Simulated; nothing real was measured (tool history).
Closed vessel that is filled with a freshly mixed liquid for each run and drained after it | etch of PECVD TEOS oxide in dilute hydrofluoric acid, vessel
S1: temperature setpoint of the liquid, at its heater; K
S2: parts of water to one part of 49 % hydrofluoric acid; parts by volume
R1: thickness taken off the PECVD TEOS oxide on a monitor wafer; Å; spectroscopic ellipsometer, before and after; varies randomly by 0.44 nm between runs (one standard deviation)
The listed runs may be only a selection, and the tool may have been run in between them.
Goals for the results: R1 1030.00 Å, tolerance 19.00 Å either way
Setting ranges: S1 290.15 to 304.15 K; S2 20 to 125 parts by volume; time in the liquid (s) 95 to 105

Run 1, hour 0.0: S1 296.15 K, S2 70 parts by volume, time in the liquid (s) 95. Result: R1 381.50 Å.
Run 2, hour 5.8: S1 296.15 K, S2 55 parts by volume, time in the liquid (s) 95. Result: R1 489.12 Å.
Run 3, hour 8.9: S1 296.15 K, S2 55 parts by volume, time in the liquid (s) 105. Result: R1 544.46 Å.
Run 4, hour 12.9: S1 298.15 K, S2 50 parts by volume, time in the liquid (s) 105. Result: R1 650.41 Å.
Run 5, hour 21.4: S1 298.15 K, S2 50 parts by volume, time in the liquid (s) 105. Result: R1 650.90 Å.
Run 6, hour 29.3: S1 298.15 K, S2 75 parts by volume, time in the liquid (s) 105. Result: R1 420.91 Å.
Run 7, hour 33.4: S1 299.65 K, S2 65 parts by volume, time in the liquid (s) 105. Result: R1 520.49 Å.
Run 8, hour 42.1: S1 300.65 K, S2 55 parts by volume, time in the liquid (s) 105. Result: R1 654.59 Å.
Run 9, hour 47.5: S1 301.65 K, S2 50 parts by volume, time in the liquid (s) 105. Result: R1 745.90 Å.

Which single option among these 4 for the next run brings every result within its allowed miss of target? Just one does.
Run A, hour 52.9: S1 299.65 K, S2 70 parts by volume, time in the liquid (s) 95. Result: R1 ?.
Run B, hour 52.9: S1 302.65 K, S2 45 parts by volume, time in the liquid (s) 105. Result: R1 ?.
Run C, hour 52.9: S1 301.15 K, S2 35 parts by volume, time in the liquid (s) 100. Result: R1 ?.
Run D, hour 52.9: S1 302.65 K, S2 40 parts by volume, time in the liquid (s) 105. Result: R1 ?.

move       R1
   A   432.28
   B   867.85
   C  1016.00
   D   983.86
A: further off than the last run
B: closer than the last run, but not yet in spec
C: all results land within tolerance of their targets
D: closer than the last run, but not yet in spec
Correct choice: C, which meets every target
